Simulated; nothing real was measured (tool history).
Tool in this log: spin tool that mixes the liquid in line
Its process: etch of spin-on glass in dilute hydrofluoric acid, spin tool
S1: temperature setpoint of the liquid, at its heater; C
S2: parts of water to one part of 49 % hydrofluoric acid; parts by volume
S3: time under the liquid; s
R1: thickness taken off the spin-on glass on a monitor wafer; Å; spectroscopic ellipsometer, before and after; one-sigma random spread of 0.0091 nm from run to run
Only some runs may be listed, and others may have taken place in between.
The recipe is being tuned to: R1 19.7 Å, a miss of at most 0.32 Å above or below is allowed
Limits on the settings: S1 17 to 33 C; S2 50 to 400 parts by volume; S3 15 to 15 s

run,hour,S1,S2,S3,R1
1,0,25,225,15,31.792
2,1.6,26.5,225,15,33.488
3,5,24.5,235,15,29.829
4,13.3,24.5,235,15,29.738
5,15.8,23,240,15,27.472
6,22.3,21.5,245,15,25.321
7,28.9,20.5,250,15,23.829
8,33.5,20,255,15,22.748
9,35.3,19.5,255,15,22.318
10,39.5,17,265,15,19.371

Which of these 4 next moves meets every target?
A,43.7,19.5,290,15,?
B,43.7,17,260,15,?
C,43.7,17,255,15,?
D,43.7,17,270,15,?

move,R1
A,19.112
B,19.912
C,20.391
D,19.011
A: its largest miss is bigger than the last run's
B: all results in spec
C: pushes the last run's worst result past its target
D: its largest miss is bigger than the last run's
Move B is the one to make.
